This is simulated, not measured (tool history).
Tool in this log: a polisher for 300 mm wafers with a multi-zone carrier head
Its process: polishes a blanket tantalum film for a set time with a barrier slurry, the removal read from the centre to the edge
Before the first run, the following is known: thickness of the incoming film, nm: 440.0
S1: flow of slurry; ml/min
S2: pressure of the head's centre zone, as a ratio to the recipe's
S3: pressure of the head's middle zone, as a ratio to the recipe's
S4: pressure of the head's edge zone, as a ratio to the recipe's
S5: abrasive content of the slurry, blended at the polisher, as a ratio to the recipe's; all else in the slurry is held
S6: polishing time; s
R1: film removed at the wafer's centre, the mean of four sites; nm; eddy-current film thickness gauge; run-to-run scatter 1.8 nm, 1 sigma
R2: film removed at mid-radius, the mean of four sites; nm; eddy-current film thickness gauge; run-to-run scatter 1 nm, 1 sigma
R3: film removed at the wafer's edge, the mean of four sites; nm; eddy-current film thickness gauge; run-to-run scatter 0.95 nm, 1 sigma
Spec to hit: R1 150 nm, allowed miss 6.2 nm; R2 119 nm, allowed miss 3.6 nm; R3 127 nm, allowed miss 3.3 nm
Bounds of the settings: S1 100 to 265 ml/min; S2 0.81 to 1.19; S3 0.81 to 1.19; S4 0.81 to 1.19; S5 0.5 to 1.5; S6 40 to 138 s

| run | day | S1 | S2 | S3 | S4 | S5 | S6 | R1 | R2 | R3 |
|---|---|---|---|---|---|---|---|---|---|---|
| 1 | 0 | 170 | 1 | 1 | 1 | 1 | 88 | 125.77 | 120.83 | 119.92 |
| 2 | 0.258 | 170 | 0.92 | 1 | 1 | 1 | 88 | 113.52 | 120.95 | 120.63 |
| 3 | 0.588 | 170 | 0.92 | 1 | 0.95 | 1 | 88 | 112.75 | 121.05 | 116.57 |
| 4 | 0.95 | 185 | 0.96 | 0.98 | 0.97 | 1 | 88 | 121.34 | 120.11 | 120.22 |
| 5 | 1 | 195 | 0.99 | 0.97 | 0.97 | 1 | 88 | 121.8 | 119.71 | 118.49 |
| 6 | 1.25 | 195 | 0.99 | 0.97 | 0.97 | 1 | 69 | 98.851 | 93.201 | 93.164 |
| 7 | 1.446 | 195 | 1.03 | 0.98 | 1.01 | 1.15 | 71 | 109.58 | 99.268 | 101.23 |
| 8 | 1.517 | 240 | 1.13 | 1.02 | 1.11 | 1.4 | 75 | 137.26 | 115.51 | 118.57 |
| 9 | 1.604 | 240 | 1.14 | 1.02 | 1.12 | 1.45 | 75 | 139.05 | 118.11 | 119.38 |

4 next moves are on the table. One of them brings every result within its allowed miss. Which?
| A | 1.692 | 260 | 1.06 | 0.91 | 1.14 | 1.5 | 81 | ? | ? | ? |
| B | 1.692 | 260 | 1.19 | 0.96 | 0.93 | 1.35 | 87 | ? | ? | ? |
| C | 1.692 | 195 | 1.19 | 0.97 | 1.12 | 1.25 | 83 | ? | ? | ? |
| D | 1.692 | 265 | 1.19 | 0.98 | 1.05 | 1.45 | 77 | ? | ? | ? |

| move | R1 | R2 | R3 |
|---|---|---|---|
| A | 142.19 | 117.49 | 133.11 |
| B | 168.02 | 129.12 | 127.64 |
| C | 151.35 | 117.8 | 126.61 |
| D | 151.27 | 118.22 | 121.07 |
A: pushes the last run's worst result past its target
B: corrects the largest miss of the last run, while another result sits out of spec
C: hits every target within its allowed miss
D: an improvement on the last run, though not all results are within tolerance
C meets every target.
